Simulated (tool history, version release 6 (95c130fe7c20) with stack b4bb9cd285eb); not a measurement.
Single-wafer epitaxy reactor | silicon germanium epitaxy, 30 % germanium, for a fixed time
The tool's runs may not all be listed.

| run | hour | wafer temperature setpoint (pyrometer-controlled) (K) | chamber pressure (Torr) | mean film thickness on the monitor wafer (Å) |
|---|---|---|---|---|
| 1 | 0.0 | 868.15 | 25 | 611.02 |
| 2 | 6.9 | 872.15 | 25 | 647.63 |
| 3 | 7.5 | 876.15 | 25 | 692.23 |
| 4 | 13.6 | 879.15 | 25 | 725.30 |
| 5 | 15.2 | 881.15 | 25 | 752.67 |
| 6 | 16.8 | 883.15 | 25 | 773.87 |
| 7 | 25.4 | 884.15 | 25 | 788.83 |

Forecast run 8:
| 8 | 28.6 | 885.15 | 25 | ? |

Run 8 gave mean film thickness on the monitor wafer (Å) 799.68.

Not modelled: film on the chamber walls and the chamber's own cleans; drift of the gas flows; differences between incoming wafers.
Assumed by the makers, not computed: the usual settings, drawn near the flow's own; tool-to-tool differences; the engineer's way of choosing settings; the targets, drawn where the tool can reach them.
